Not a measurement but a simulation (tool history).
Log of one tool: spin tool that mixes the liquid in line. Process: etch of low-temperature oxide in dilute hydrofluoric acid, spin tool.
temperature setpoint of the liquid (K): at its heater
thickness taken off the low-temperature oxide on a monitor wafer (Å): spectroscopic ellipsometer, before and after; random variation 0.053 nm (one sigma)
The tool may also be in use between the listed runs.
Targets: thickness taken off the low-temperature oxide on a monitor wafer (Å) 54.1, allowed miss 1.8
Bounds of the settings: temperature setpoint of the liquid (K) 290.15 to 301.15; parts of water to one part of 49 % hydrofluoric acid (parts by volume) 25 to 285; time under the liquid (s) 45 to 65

run	hour	temperature setpoint of the liquid (K)	parts of water to one part of 49 % hydrofluoric acid (parts by volume)	time under the liquid (s)	thickness taken off the low-temperature oxide on a monitor wafer (Å)
1	0	293.15	155	65	82.484
2	0.8	293.15	105	65	129.78
3	6.5	293.15	105	45	89.851
4	7.6	293.15	105	45	88.203
5	12.1	294.65	105	45	94.477
6	13.8	294.15	125	45	76.069
7	19.5	294.65	135	45	71.818
8	24.8	295.15	145	45	66.09
9	30.5	295.15	145	45	66.405
10	38.7	295.65	150	45	66.701
11	42.7	295.65	160	45	60.494
12	50.3	295.65	165	45	57.861
13	54.7	295.65	170	45	56.652

Which of these 4 next moves meets every target?
A	59.1	300.15	285	65	?
B	59.1	295.65	165	45	?
C	59.1	295.65	175	45	?
D	59.1	298.15	205	45	?

move	thickness taken off the low-temperature oxide on a monitor wafer (Å)
A	50.231
B	58.028
C	54.127
D	49.103
A: takes the result that was furthest off past its target
B: further off than the last run
C: meets every target
D: takes the result that was furthest off past its target
Answer: C

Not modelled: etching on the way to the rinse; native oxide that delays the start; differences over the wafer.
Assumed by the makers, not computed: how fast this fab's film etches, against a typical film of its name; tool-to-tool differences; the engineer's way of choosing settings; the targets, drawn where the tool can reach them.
